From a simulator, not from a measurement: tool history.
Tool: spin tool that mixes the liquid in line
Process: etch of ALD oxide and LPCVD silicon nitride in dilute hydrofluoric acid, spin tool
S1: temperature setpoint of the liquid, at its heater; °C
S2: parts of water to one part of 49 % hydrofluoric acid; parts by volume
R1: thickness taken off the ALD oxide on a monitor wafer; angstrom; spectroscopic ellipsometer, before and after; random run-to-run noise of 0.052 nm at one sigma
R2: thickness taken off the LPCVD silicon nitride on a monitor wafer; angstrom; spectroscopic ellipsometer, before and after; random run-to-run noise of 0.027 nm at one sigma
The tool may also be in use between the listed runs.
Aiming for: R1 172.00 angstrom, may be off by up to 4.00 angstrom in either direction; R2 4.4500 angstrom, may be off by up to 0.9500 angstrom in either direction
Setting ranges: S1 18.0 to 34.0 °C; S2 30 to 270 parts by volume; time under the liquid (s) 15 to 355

run 1 hour=0.0 | S1=26.0 S2=150 time_under_the_liquid_(s)=180 | R1=250.90 R2=7.8324
run 2 hour=1.9 | S1=26.0 S2=185 time_under_the_liquid_(s)=180 | R1=197.20 R2=6.4130
run 3 hour=9.8 | S1=26.0 S2=150 time_under_the_liquid_(s)=180 | R1=250.23 R2=6.9923
run 4 hour=11.9 | S1=26.0 S2=150 time_under_the_liquid_(s)=130 | R1=182.49 R2=4.7628
run 5 hour=19.0 | S1=26.0 S2=105 time_under_the_liquid_(s)=130 | R1=273.81 R2=7.4349
run 6 hour=28.0 | S1=24.0 S2=115 time_under_the_liquid_(s)=130 | R1=230.46 R2=5.6058
run 7 hour=34.1 | S1=23.0 S2=125 time_under_the_liquid_(s)=130 | R1=200.17 R2=4.7011
run 8 hour=38.9 | S1=22.5 S2=130 time_under_the_liquid_(s)=130 | R1=188.59 R2=4.7851
run 9 hour=45.2 | S1=22.0 S2=130 time_under_the_liquid_(s)=130 | R1=183.39 R2=4.6145
run 10 hour=52.0 | S1=20.5 S2=135 time_under_the_liquid_(s)=130 | R1=166.20 R2=4.0538

Which of these 5 next moves meets every target?
run A hour=58.8 | S1=19.5 S2=155 time_under_the_liquid_(s)=145 | R1=? R2=?
run B hour=58.8 | S1=23.0 S2=185 time_under_the_liquid_(s)=165 | R1=? R2=?
run C hour=58.8 | S1=22.0 S2=155 time_under_the_liquid_(s)=150 | R1=? R2=?
run D hour=58.8 | S1=22.0 S2=195 time_under_the_liquid_(s)=185 | R1=? R2=?
run E hour=58.8 | S1=20.0 S2=195 time_under_the_liquid_(s)=195 | R1=? R2=?

move=A R1=152.33 R2=3.8160
move=B R1=161.22 R2=4.5947
move=C R1=173.89 R2=4.6586
move=D R1=163.40 R2=4.5869
move=E R1=159.53 R2=4.2442
A: lands further from the targets than the last run did
B: lands further from the targets than the last run did
C: every result within its allowed miss
D: lands further from the targets than the last run did
E: lands further from the targets than the last run did
C meets every target.
